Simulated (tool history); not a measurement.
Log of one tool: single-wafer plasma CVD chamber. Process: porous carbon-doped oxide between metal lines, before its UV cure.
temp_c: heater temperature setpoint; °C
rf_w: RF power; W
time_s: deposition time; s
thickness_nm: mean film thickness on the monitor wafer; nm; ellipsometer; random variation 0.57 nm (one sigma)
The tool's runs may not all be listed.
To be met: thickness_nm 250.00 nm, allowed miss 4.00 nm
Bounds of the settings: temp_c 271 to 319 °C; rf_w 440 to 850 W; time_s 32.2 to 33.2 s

run    day  temp_c  rf_w  time_s  thickness_nm
  1  0.000     295   645    32.2        214.49
  2  0.358     292   650    32.2        219.09
  3  0.462     290   655    32.2        222.36
  4  0.579     288   660    32.2        225.53
  5  0.929     286   665    32.2        229.62
  6  0.988     284   665    32.2        231.66
  7  1.321     283   665    32.2        231.82
  8  1.558     282   670    32.2        235.41
  9  1.612     281   670    32.2        236.24
     1.925  -- thermocouple changed; heater temperature recalibrated
 10  1.925     280   670    32.2        240.65
 11  2.038     279   670    32.2        241.86
 12  2.104     278   670    32.2        244.09

Which of these 4 next moves meets every target?
  A  2.171     276   715    32.8             ?
  B  2.171     280   640    33.2             ?
  C  2.171     283   740    32.2             ?
  D  2.171     271   700    32.4             ?

move  thickness_nm
   A        261.90
   B        242.12
   C        252.72
   D        262.82
A: takes the result that was furthest off past its target
B: further off than the last run
C: meets every target
D: takes the result that was furthest off past its target
Answer: C

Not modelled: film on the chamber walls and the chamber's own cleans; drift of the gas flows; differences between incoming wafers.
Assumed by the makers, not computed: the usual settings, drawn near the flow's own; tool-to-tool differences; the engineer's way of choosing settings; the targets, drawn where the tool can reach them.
